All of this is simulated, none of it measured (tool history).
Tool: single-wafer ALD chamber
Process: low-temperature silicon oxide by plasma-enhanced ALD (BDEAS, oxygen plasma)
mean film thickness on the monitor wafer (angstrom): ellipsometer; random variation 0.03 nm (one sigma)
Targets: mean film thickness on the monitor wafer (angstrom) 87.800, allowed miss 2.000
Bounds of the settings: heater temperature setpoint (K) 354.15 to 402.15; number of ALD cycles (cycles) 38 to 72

run	hour	heater temperature setpoint (K)	number of ALD cycles (cycles)	mean film thickness on the monitor wafer (angstrom)
1	0.0	378.15	55	79.771
2	2.2	386.15	55	78.590
3	8.5	385.15	57	81.783
4	13.9	385.15	64	92.368
5	19.0	385.15	69	99.574
# hour 23.7: thermocouple changed; heater temperature recalibrated
6	23.7	380.15	69	98.529
7	28.4	380.15	67	95.892
8	32.1	380.15	65	93.078
9	34.9	380.15	64	91.876

5 next moves are on the table. One of them brings every result within its allowed miss. Which?
A	37.7	370.15	65	?
B	37.7	359.15	59	?
C	37.7	372.15	63	?
D	37.7	396.15	67	?
E	37.7	376.15	61	?

move	mean film thickness on the monitor wafer (angstrom)
A	95.917
B	90.947
C	92.212
D	92.932
E	88.260
A: further off than the last run
B: nearer than the last run, and not there yet
C: further off than the last run
D: further off than the last run
E: meets every target
Answer: E
